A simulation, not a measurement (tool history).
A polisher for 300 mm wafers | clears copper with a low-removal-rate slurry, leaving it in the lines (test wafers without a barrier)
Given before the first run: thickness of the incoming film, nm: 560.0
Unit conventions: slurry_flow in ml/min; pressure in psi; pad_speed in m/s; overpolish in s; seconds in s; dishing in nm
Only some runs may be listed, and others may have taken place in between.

Run 1, hour 0.0: slurry_flow 230 ml/min, pressure 4.1 psi, pad_speed 0.94 m/s, slurry_solids 1.0, overpolish 21 s. Result: seconds 119.760 s, dishing 55.935 nm.
Run 2, hour 1.9: slurry_flow 230 ml/min, pressure 4.6 psi, pad_speed 0.94 m/s, slurry_solids 1.0, overpolish 21 s. Result: seconds 104.100 s, dishing 62.591 nm.
Run 3, hour 4.6: slurry_flow 230 ml/min, pressure 4.8 psi, pad_speed 0.94 m/s, slurry_solids 1.0, overpolish 22 s. Result: seconds 102.330 s, dishing 64.320 nm.
Run 4, hour 9.3: slurry_flow 275 ml/min, pressure 4.8 psi, pad_speed 0.94 m/s, slurry_solids 1.0, overpolish 22 s. Result: seconds 98.894 s, dishing 66.271 nm.
Run 5, hour 17.1: slurry_flow 275 ml/min, pressure 5.0 psi, pad_speed 0.94 m/s, slurry_solids 1.0, overpolish 23 s. Result: seconds 95.800 s, dishing 70.892 nm.
Run 6, hour 23.2: slurry_flow 275 ml/min, pressure 5.0 psi, pad_speed 0.80 m/s, slurry_solids 1.0, overpolish 23 s. Result: seconds 109.540 s, dishing 61.999 nm.
Run 7, hour 31.7: slurry_flow 275 ml/min, pressure 5.3 psi, pad_speed 0.82 m/s, slurry_solids 1.0, overpolish 24 s. Result: seconds 101.290 s, dishing 68.661 nm.
Run 8, hour 37.0: slurry_flow 275 ml/min, pressure 5.6 psi, pad_speed 0.82 m/s, slurry_solids 1.0, overpolish 25 s. Result: seconds 96.413 s, dishing 73.083 nm.
Run 9, hour 43.4: slurry_flow 275 ml/min, pressure 5.8 psi, pad_speed 0.84 m/s, slurry_solids 1.0, overpolish 26 s. Result: seconds 90.085 s, dishing 76.797 nm.
Run 10, hour 47.4: slurry_flow 275 ml/min, pressure 5.9 psi, pad_speed 0.84 m/s, slurry_solids 1.0, overpolish 27 s. Result: seconds 90.516 s, dishing 81.670 nm.
Run 11, hour 52.7: slurry_flow 280 ml/min, pressure 6.0 psi, pad_speed 0.86 m/s, slurry_solids 1.0, overpolish 27 s. Result: seconds 88.099 s, dishing 84.217 nm.
Run 12, hour 59.6: slurry_flow 280 ml/min, pressure 6.1 psi, pad_speed 0.88 m/s, slurry_solids 1.0, overpolish 27 s. Result: seconds 83.328 s, dishing 86.369 nm.

What will run 13 give?
Run 13, hour 66.6: slurry_flow 280 ml/min, pressure 6.1 psi, pad_speed 0.88 m/s, slurry_solids 1.0, overpolish 27 s. Result: seconds ?, dishing ?.

{"run 13": {"seconds": 84.491, "dishing": 88.009}}

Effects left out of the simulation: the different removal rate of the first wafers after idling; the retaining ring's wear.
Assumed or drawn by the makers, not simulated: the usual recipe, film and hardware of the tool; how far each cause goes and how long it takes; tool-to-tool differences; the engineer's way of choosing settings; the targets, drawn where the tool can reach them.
